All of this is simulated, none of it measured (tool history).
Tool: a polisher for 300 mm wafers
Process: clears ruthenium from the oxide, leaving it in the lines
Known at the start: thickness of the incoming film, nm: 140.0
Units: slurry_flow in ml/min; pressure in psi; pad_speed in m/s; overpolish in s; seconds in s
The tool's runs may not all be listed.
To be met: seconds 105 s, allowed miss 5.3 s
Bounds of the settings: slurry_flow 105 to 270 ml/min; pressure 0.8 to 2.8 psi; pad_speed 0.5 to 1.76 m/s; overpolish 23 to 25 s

{"run": 1, "hour": 0.0, "slurry_flow": 175, "pressure": 1.8, "pad_speed": 1.12, "overpolish": 23, "seconds": 149.21}
{"run": 2, "hour": 6.5, "slurry_flow": 175, "pressure": 1.8, "pad_speed": 1, "overpolish": 23, "seconds": 165.95}
{"run": 3, "hour": 7.1, "slurry_flow": 175, "pressure": 1.4, "pad_speed": 1, "overpolish": 23, "seconds": 214.41}
{"run": 4, "hour": 12.6, "slurry_flow": 175, "pressure": 1.7, "pad_speed": 1, "overpolish": 23, "seconds": 173.92}
{"run": 5, "hour": 15.7, "slurry_flow": 175, "pressure": 1.7, "pad_speed": 0.86, "overpolish": 23, "seconds": 208.96}
{"run": 6, "hour": 21.8, "slurry_flow": 155, "pressure": 1.7, "pad_speed": 0.86, "overpolish": 23, "seconds": 209.88}
{"run": 7, "hour": 29.3, "slurry_flow": 155, "pressure": 1.9, "pad_speed": 0.88, "overpolish": 23, "seconds": 182.95}
{"run": 8, "hour": 35.8, "slurry_flow": 155, "pressure": 2.1, "pad_speed": 0.88, "overpolish": 23, "seconds": 164.89}
{"run": 9, "hour": 43.0, "slurry_flow": 155, "pressure": 2.2, "pad_speed": 0.9, "overpolish": 23, "seconds": 152.7}
{"run": 10, "hour": 44.7, "slurry_flow": 160, "pressure": 2.7, "pad_speed": 0.94, "overpolish": 23, "seconds": 123.77}
{"run": 11, "hour": 46.1, "slurry_flow": 160, "pressure": 2.7, "pad_speed": 0.96, "overpolish": 23, "seconds": 119.67}
{"run": 12, "hour": 51.9, "slurry_flow": 160, "pressure": 2.7, "pad_speed": 0.98, "overpolish": 23, "seconds": 119.63}

Which of these 5 next moves meets every target?
{"run": "A", "hour": 57.7, "slurry_flow": 190, "pressure": 2.8, "pad_speed": 1.04, "overpolish": 23, "seconds": "?"}
{"run": "B", "hour": 57.7, "slurry_flow": 175, "pressure": 2.8, "pad_speed": 0.78, "overpolish": 23, "seconds": "?"}
{"run": "C", "hour": 57.7, "slurry_flow": 170, "pressure": 2.8, "pad_speed": 0.94, "overpolish": 23, "seconds": "?"}
{"run": "D", "hour": 57.7, "slurry_flow": 180, "pressure": 2.5, "pad_speed": 0.78, "overpolish": 23, "seconds": "?"}
{"run": "E", "hour": 57.7, "slurry_flow": 130, "pressure": 2.7, "pad_speed": 0.94, "overpolish": 23, "seconds": "?"}

move=A seconds=104.33
move=B seconds=138.65
move=C seconds=116.19
move=D seconds=154.53
move=E seconds=123.41
A: meets every target
B: further off than the last run
C: nearer than the last run, and not there yet
D: further off than the last run
E: further off than the last run
Answer: A
